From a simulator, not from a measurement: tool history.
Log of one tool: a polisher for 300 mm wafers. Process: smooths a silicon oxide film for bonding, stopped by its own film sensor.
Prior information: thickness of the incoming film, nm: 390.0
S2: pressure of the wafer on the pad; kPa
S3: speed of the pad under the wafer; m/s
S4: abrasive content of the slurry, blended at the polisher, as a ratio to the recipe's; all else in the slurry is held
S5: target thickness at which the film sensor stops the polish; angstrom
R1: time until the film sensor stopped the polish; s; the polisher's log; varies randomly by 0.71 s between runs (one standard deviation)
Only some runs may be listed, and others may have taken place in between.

Run 1, day 0.000: flow of slurry (ml/min) 150, S2 11.7 kPa, S3 0.92 m/s, S4 1.0, S5 3640 angstrom. Result: R1 40.783 s.
Run 2, day 0.362: flow of slurry (ml/min) 150, S2 11.7 kPa, S3 0.92 m/s, S4 0.9, S5 3640 angstrom. Result: R1 42.093 s.
Run 3, day 0.558: flow of slurry (ml/min) 150, S2 13.1 kPa, S3 0.92 m/s, S4 0.9, S5 3640 angstrom. Result: R1 39.778 s.
Run 4, day 0.642: flow of slurry (ml/min) 150, S2 13.1 kPa, S3 0.92 m/s, S4 0.7, S5 3640 angstrom. Result: R1 43.405 s.
Run 5, day 1.008: flow of slurry (ml/min) 150, S2 13.1 kPa, S3 0.92 m/s, S4 0.7, S5 3640 angstrom. Result: R1 43.571 s.
Run 6, day 1.196: flow of slurry (ml/min) 140, S2 13.1 kPa, S3 0.92 m/s, S4 0.7, S5 3640 angstrom. Result: R1 43.482 s.
Run 7, day 1.396: flow of slurry (ml/min) 140, S2 12.4 kPa, S3 0.92 m/s, S4 0.7, S5 3640 angstrom. Result: R1 46.717 s.
Run 8, day 1.446: flow of slurry (ml/min) 135, S2 11.7 kPa, S3 0.92 m/s, S4 0.7, S5 3640 angstrom. Result: R1 47.763 s.

Run 9 comes next. What will it give?
Run 9, day 1.758: flow of slurry (ml/min) 135, S2 11.0 kPa, S3 0.92 m/s, S4 0.7, S5 3640 angstrom. Result: R1 ?.

{"run 9": {"R1": 50.77}}
